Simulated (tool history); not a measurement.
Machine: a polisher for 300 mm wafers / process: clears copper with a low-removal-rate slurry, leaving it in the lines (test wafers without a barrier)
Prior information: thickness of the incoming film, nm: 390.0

run,hour,flow of slurry (ml/min),pressure of the wafer on the pad (kPa),speed of the pad under the wafer (cm/s),abrasive content of the slurry,overpolish time after the end point (s),time until the end point was called (s),dishing of a wide line in a test structure (Å)
1,0.0,215,15.2,120,1.0,16,134.01,367.56
2,3.8,210,13.1,120,1.0,18,152.38,355.28
3,12.8,210,11.7,120,1.0,20,163.81,353.88
4,20.7,160,11.7,120,1.0,20,170.27,344.69
5,28.1,190,11.7,120,1.0,20,166.52,367.08
6,36.7,185,10.3,120,1.0,21,188.33,348.56
7,43.9,185,9.7,120,1.0,22,194.33,346.98

What does the tool deliver on the next run?
8,52.4,185,9.0,120,1.0,23,?,?

{"run 8": {"time until the end point was called (s)": 211.87, "dishing of a wide line in a test structure (Å)": 330.76}}

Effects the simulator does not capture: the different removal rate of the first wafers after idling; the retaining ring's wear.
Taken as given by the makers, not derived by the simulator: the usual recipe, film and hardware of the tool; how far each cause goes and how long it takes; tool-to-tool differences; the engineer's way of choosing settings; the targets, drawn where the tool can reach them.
